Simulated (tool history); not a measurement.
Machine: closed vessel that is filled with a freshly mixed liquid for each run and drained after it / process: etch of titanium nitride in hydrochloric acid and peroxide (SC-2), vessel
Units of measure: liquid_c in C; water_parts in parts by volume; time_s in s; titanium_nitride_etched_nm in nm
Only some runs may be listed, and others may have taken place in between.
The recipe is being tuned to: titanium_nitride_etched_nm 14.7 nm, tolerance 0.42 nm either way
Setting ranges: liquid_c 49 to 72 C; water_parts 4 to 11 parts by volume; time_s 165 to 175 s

Run 1, hour 0: liquid_c 65 C, water_parts 6 parts by volume, time_s 165 s. Result: titanium_nitride_etched_nm 10.201 nm.
Run 2, hour 6.3: liquid_c 67 C, water_parts 6 parts by volume, time_s 165 s. Result: titanium_nitride_etched_nm 11.433 nm.
Run 3, hour 12.3: liquid_c 68.5 C, water_parts 6 parts by volume, time_s 165 s. Result: titanium_nitride_etched_nm 12.58 nm.
Run 4, hour 17.7: liquid_c 68.5 C, water_parts 6 parts by volume, time_s 165 s. Result: titanium_nitride_etched_nm 12.494 nm.
Run 5, hour 21: liquid_c 68.5 C, water_parts 6 parts by volume, time_s 165 s. Result: titanium_nitride_etched_nm 12.698 nm.
Run 6, hour 27.3: liquid_c 68.5 C, water_parts 6 parts by volume, time_s 175 s. Result: titanium_nitride_etched_nm 13.405 nm.
Run 7, hour 31: liquid_c 69 C, water_parts 6 parts by volume, time_s 175 s. Result: titanium_nitride_etched_nm 13.595 nm.
Run 8, hour 32.7: liquid_c 69.5 C, water_parts 6 parts by volume, time_s 175 s. Result: titanium_nitride_etched_nm 14.122 nm.

Exercise: of the 5 proposed moves below, exactly one satisfies all targets within the stated allowed misses. Which move is it?
Run A, hour 34.4: liquid_c 70 C, water_parts 6.5 parts by volume, time_s 175 s. Result: titanium_nitride_etched_nm ?.
Run B, hour 34.4: liquid_c 69.5 C, water_parts 6.5 parts by volume, time_s 175 s. Result: titanium_nitride_etched_nm ?.
Run C, hour 34.4: liquid_c 69 C, water_parts 5.5 parts by volume, time_s 175 s. Result: titanium_nitride_etched_nm ?.
Run D, hour 34.4: liquid_c 70 C, water_parts 6 parts by volume, time_s 165 s. Result: titanium_nitride_etched_nm ?.
Run E, hour 34.4: liquid_c 70.5 C, water_parts 6.5 parts by volume, time_s 170 s. Result: titanium_nitride_etched_nm ?.

move  titanium_nitride_etched_nm
   A                      13.596
   B                        13.2
   C                      14.471
   D                      13.597
   E                      13.604
A: moves away from the targets compared with the last run
B: moves away from the targets compared with the last run
C: meets every target
D: moves away from the targets compared with the last run
E: moves away from the targets compared with the last run
Answer: C

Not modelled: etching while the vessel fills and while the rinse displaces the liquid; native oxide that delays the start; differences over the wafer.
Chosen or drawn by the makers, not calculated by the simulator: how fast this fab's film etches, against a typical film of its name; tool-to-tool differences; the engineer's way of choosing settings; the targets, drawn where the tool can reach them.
